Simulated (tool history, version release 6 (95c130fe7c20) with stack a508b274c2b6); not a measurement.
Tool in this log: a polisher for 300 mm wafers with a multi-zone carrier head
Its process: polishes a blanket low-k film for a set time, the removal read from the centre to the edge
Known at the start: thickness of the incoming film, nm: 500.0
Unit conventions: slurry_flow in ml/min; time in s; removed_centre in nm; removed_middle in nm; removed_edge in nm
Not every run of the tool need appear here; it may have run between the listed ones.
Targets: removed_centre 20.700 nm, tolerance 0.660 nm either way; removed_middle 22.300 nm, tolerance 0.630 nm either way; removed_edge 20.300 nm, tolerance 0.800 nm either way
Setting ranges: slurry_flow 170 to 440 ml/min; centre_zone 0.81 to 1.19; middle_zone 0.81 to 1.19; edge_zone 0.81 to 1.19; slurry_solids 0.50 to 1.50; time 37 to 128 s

{"run": 1, "hour": 0.0, "slurry_flow": 280, "centre_zone": 1.0, "middle_zone": 1.0, "edge_zone": 1.0, "slurry_solids": 1.0, "time": 82, "removed_centre": 30.611, "removed_middle": 31.563, "removed_edge": 30.903}
{"run": 2, "hour": 6.0, "slurry_flow": 280, "centre_zone": 0.99, "middle_zone": 1.0, "edge_zone": 0.97, "slurry_solids": 0.9, "time": 80, "removed_centre": 27.682, "removed_middle": 28.868, "removed_edge": 28.413}
{"run": 3, "hour": 11.7, "slurry_flow": 285, "centre_zone": 1.0, "middle_zone": 1.01, "edge_zone": 0.94, "slurry_solids": 0.8, "time": 78, "removed_centre": 25.603, "removed_middle": 26.482, "removed_edge": 25.331}
{"run": 4, "hour": 17.6, "slurry_flow": 215, "centre_zone": 1.0, "middle_zone": 1.01, "edge_zone": 0.94, "slurry_solids": 0.8, "time": 78, "removed_centre": 25.365, "removed_middle": 25.71, "removed_edge": 24.934}
{"run": 5, "hour": 23.1, "slurry_flow": 265, "centre_zone": 1.0, "middle_zone": 1.01, "edge_zone": 0.94, "slurry_solids": 0.8, "time": 78, "removed_centre": 26.077, "removed_middle": 26.042, "removed_edge": 25.095}
{"run": 6, "hour": 26.9, "slurry_flow": 265, "centre_zone": 1.0, "middle_zone": 1.01, "edge_zone": 0.98, "slurry_solids": 0.8, "time": 78, "removed_centre": 25.851, "removed_middle": 26.226, "removed_edge": 25.648}
{"run": 7, "hour": 28.4, "slurry_flow": 265, "centre_zone": 1.0, "middle_zone": 1.01, "edge_zone": 0.98, "slurry_solids": 0.8, "time": 78, "removed_centre": 25.43, "removed_middle": 26.497, "removed_edge": 25.506}
{"run": 8, "hour": 31.0, "slurry_flow": 265, "centre_zone": 1.0, "middle_zone": 1.02, "edge_zone": 0.96, "slurry_solids": 0.75, "time": 78, "removed_centre": 24.55, "removed_middle": 25.397, "removed_edge": 24.128}
{"run": 9, "hour": 38.3, "slurry_flow": 260, "centre_zone": 0.99, "middle_zone": 1.02, "edge_zone": 0.95, "slurry_solids": 0.7, "time": 78, "removed_centre": 23.218, "removed_middle": 24.769, "removed_edge": 22.756}
{"run": 10, "hour": 46.4, "slurry_flow": 255, "centre_zone": 0.98, "middle_zone": 1.01, "edge_zone": 0.93, "slurry_solids": 0.7, "time": 78, "removed_centre": 23.278, "removed_middle": 23.976, "removed_edge": 22.648}
{"run": 11, "hour": 51.3, "slurry_flow": 255, "centre_zone": 0.96, "middle_zone": 1.01, "edge_zone": 0.91, "slurry_solids": 0.7, "time": 78, "removed_centre": 22.85, "removed_middle": 23.922, "removed_edge": 22.683}

Exactly one of the 5 candidate moves below puts every result within its allowed miss. Which one?
{"run": "A", "hour": 56.2, "slurry_flow": 285, "centre_zone": 0.81, "middle_zone": 1.04, "edge_zone": 1.0, "slurry_solids": 0.8, "time": 74, "removed_centre": "?", "removed_middle": "?", "removed_edge": "?"}
{"run": "B", "hour": 56.2, "slurry_flow": 225, "centre_zone": 1.06, "middle_zone": 0.95, "edge_zone": 0.81, "slurry_solids": 0.55, "time": 90, "removed_centre": "?", "removed_middle": "?", "removed_edge": "?"}
{"run": "C", "hour": 56.2, "slurry_flow": 170, "centre_zone": 0.97, "middle_zone": 1.03, "edge_zone": 0.87, "slurry_solids": 0.65, "time": 79, "removed_centre": "?", "removed_middle": "?", "removed_edge": "?"}
{"run": "D", "hour": 56.2, "slurry_flow": 230, "centre_zone": 0.91, "middle_zone": 1.18, "edge_zone": 0.96, "slurry_solids": 0.65, "time": 78, "removed_centre": "?", "removed_middle": "?", "removed_edge": "?"}
{"run": "E", "hour": 56.2, "slurry_flow": 230, "centre_zone": 0.99, "middle_zone": 0.97, "edge_zone": 0.82, "slurry_solids": 0.65, "time": 84, "removed_centre": "?", "removed_middle": "?", "removed_edge": "?"}

move=A removed_centre=20.432 removed_middle=25.987 removed_edge=24.874
move=B removed_centre=23.613 removed_middle=21.698 removed_edge=20.511
move=C removed_centre=20.991 removed_middle=22.523 removed_edge=20.680
move=D removed_centre=20.348 removed_middle=25.908 removed_edge=21.905
move=E removed_centre=23.673 removed_middle=23.602 removed_edge=22.016
A: brings the result that was furthest off to its target, and leaves another outside
B: moves away from the targets compared with the last run
C: every result lands within tolerance
D: brings the result that was furthest off to its target, and leaves another outside
E: moves away from the targets compared with the last run
So the answer is move C, the one that meets all the targets.

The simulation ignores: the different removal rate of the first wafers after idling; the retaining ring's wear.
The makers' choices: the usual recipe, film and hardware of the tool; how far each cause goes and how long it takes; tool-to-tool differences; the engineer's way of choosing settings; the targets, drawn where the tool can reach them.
